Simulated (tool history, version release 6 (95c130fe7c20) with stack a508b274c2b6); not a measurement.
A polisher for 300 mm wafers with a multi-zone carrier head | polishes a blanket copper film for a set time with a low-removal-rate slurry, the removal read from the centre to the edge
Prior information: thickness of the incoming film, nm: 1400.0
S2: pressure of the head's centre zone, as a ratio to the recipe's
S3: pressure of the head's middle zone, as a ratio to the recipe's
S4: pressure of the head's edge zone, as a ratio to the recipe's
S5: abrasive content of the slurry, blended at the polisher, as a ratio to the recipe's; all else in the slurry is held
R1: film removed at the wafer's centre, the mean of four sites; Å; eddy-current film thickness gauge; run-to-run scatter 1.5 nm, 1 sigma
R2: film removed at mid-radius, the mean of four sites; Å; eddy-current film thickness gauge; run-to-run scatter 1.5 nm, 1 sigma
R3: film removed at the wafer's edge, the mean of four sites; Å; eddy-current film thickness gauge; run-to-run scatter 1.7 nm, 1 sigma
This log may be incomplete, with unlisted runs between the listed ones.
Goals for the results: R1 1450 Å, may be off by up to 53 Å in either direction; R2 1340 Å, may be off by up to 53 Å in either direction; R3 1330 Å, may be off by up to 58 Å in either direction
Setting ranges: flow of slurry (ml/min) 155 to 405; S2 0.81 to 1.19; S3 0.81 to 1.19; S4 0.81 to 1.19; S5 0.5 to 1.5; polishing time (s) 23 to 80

{"run": 1, "hour": 0.0, "flow of slurry (ml/min)": 260, "S2": 1, "S3": 1, "S4": 1, "S5": 1, "polishing time (s)": 51, "R1": 1751.9, "R2": 1706.9, "R3": 1710.1}
{"run": 2, "hour": 2.0, "flow of slurry (ml/min)": 260, "S2": 1, "S3": 1, "S4": 1, "S5": 1, "polishing time (s)": 40, "R1": 1347.7, "R2": 1338.6, "R3": 1334.7}
{"run": 3, "hour": 6.8, "flow of slurry (ml/min)": 265, "S2": 1.01, "S3": 1, "S4": 1, "S5": 1, "polishing time (s)": 40, "R1": 1344, "R2": 1324.2, "R3": 1342.9}
{"run": 4, "hour": 13.4, "flow of slurry (ml/min)": 205, "S2": 1.01, "S3": 1, "S4": 1, "S5": 1, "polishing time (s)": 40, "R1": 1329.7, "R2": 1308.7, "R3": 1313.7}
{"run": 5, "hour": 22.1, "flow of slurry (ml/min)": 205, "S2": 1.02, "S3": 1, "S4": 1, "S5": 1, "polishing time (s)": 40, "R1": 1329.4, "R2": 1324.4, "R3": 1313.6}
{"run": 6, "hour": 24.3, "flow of slurry (ml/min)": 210, "S2": 1.03, "S3": 1, "S4": 1, "S5": 1, "polishing time (s)": 40, "R1": 1377.6, "R2": 1292.4, "R3": 1331.4}
{"run": 7, "hour": 30.5, "flow of slurry (ml/min)": 210, "S2": 1.04, "S3": 1.01, "S4": 0.99, "S5": 1, "polishing time (s)": 40, "R1": 1373.3, "R2": 1309.3, "R3": 1313.9}
{"run": 8, "hour": 37.7, "flow of slurry (ml/min)": 210, "S2": 1.05, "S3": 1.02, "S4": 0.99, "S5": 1, "polishing time (s)": 40, "R1": 1351.5, "R2": 1309.5, "R3": 1326.6}
{"run": 9, "hour": 39.8, "flow of slurry (ml/min)": 210, "S2": 1.05, "S3": 1.02, "S4": 0.99, "S5": 1, "polishing time (s)": 40, "R1": 1376.5, "R2": 1332.7, "R3": 1322.2}
{"run": 10, "hour": 43.0, "flow of slurry (ml/min)": 210, "S2": 1.06, "S3": 1.02, "S4": 0.99, "S5": 1, "polishing time (s)": 40, "R1": 1361.7, "R2": 1315.8, "R3": 1309}
{"run": 11, "hour": 51.5, "flow of slurry (ml/min)": 210, "S2": 1.07, "S3": 1.02, "S4": 0.99, "S5": 1, "polishing time (s)": 40, "R1": 1374.2, "R2": 1300.9, "R3": 1310.1}

Which of these 5 next moves meets every target?
{"run": "A", "hour": 60.0, "flow of slurry (ml/min)": 180, "S2": 1.06, "S3": 0.98, "S4": 1.18, "S5": 0.95, "polishing time (s)": 38, "R1": "?", "R2": "?", "R3": "?"}
{"run": "B", "hour": 60.0, "flow of slurry (ml/min)": 245, "S2": 1.13, "S3": 0.94, "S4": 0.96, "S5": 0.85, "polishing time (s)": 40, "R1": "?", "R2": "?", "R3": "?"}
{"run": "C", "hour": 60.0, "flow of slurry (ml/min)": 160, "S2": 0.99, "S3": 1.09, "S4": 0.99, "S5": 0.95, "polishing time (s)": 41, "R1": "?", "R2": "?", "R3": "?"}
{"run": "D", "hour": 60.0, "flow of slurry (ml/min)": 155, "S2": 1.09, "S3": 0.99, "S4": 0.94, "S5": 1.05, "polishing time (s)": 42, "R1": "?", "R2": "?", "R3": "?"}
{"run": "E", "hour": 60.0, "flow of slurry (ml/min)": 185, "S2": 1.07, "S3": 1.04, "S4": 1.08, "S5": 0.95, "polishing time (s)": 39, "R1": "?", "R2": "?", "R3": "?"}

move=A R1=1278.7 R2=1195.7 R3=1329.5
move=B R1=1433.7 R2=1231.8 R3=1265.2
move=C R1=1290.3 R2=1380 R3=1299.9
move=D R1=1447.2 R2=1336.2 R3=1322.5
move=E R1=1326.9 R2=1286 R3=1305.7
A: the biggest miss grows against the last run
B: meets the target for the result that was furthest off, but another lies outside its allowed miss
C: the biggest miss grows against the last run
D: hits every target within its allowed miss
E: the biggest miss grows against the last run
Correct choice: D, which meets every target
